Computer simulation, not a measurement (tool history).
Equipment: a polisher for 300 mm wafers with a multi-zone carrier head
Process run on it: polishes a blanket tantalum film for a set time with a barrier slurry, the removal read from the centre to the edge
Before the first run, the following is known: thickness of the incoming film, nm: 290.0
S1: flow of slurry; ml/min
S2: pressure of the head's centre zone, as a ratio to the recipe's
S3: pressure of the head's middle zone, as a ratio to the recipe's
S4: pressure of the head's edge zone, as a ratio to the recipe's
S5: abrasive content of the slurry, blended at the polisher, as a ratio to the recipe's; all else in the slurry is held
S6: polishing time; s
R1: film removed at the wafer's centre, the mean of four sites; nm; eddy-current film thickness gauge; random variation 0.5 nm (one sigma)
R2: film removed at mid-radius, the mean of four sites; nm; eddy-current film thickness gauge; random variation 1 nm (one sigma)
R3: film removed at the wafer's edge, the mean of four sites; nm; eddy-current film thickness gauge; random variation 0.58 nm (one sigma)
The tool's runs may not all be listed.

| run | day | S1 | S2 | S3 | S4 | S5 | S6 | R1 | R2 | R3 |
|---|---|---|---|---|---|---|---|---|---|---|
| 1 | 0.000 | 255 | 1.00 | 1.00 | 1.00 | 1.00 | 51 | 61.001 | 62.910 | 60.241 |
| 2 | 0.196 | 265 | 0.97 | 1.03 | 1.05 | 1.10 | 51 | 60.591 | 65.501 | 62.856 |
| 3 | 0.558 | 270 | 0.94 | 1.05 | 1.08 | 1.20 | 52 | 61.821 | 70.752 | 66.597 |
| 4 | 0.888 | 275 | 0.92 | 1.05 | 1.11 | 1.25 | 52 | 61.305 | 70.982 | 68.375 |
| 5 | 1.133 | 285 | 0.90 | 1.06 | 1.13 | 1.30 | 52 | 60.359 | 72.070 | 69.962 |
| 6 | 1.438 | 285 | 0.90 | 1.06 | 1.13 | 1.30 | 47 | 54.818 | 65.368 | 63.966 |
| 7 | 1.683 | 290 | 0.89 | 1.07 | 1.15 | 1.35 | 48 | 55.886 | 67.551 | 65.597 |
| 8 | 1.929 | 290 | 0.88 | 1.08 | 1.16 | 1.40 | 49 | 57.506 | 68.942 | 68.034 |
| 9 | 2.017 | 300 | 0.87 | 1.10 | 1.17 | 1.45 | 50 | 58.482 | 73.646 | 70.583 |
| 10 | 2.258 | 305 | 0.87 | 1.10 | 1.18 | 1.45 | 51 | 58.957 | 76.166 | 72.165 |

Run 11 comes next. What will it give?
| 11 | 2.467 | 310 | 0.87 | 1.09 | 1.18 | 1.45 | 51 | ? | ? | ? |

{"run 11": {"R1": 60.375, "R2": 75.521, "R3": 72.537}}

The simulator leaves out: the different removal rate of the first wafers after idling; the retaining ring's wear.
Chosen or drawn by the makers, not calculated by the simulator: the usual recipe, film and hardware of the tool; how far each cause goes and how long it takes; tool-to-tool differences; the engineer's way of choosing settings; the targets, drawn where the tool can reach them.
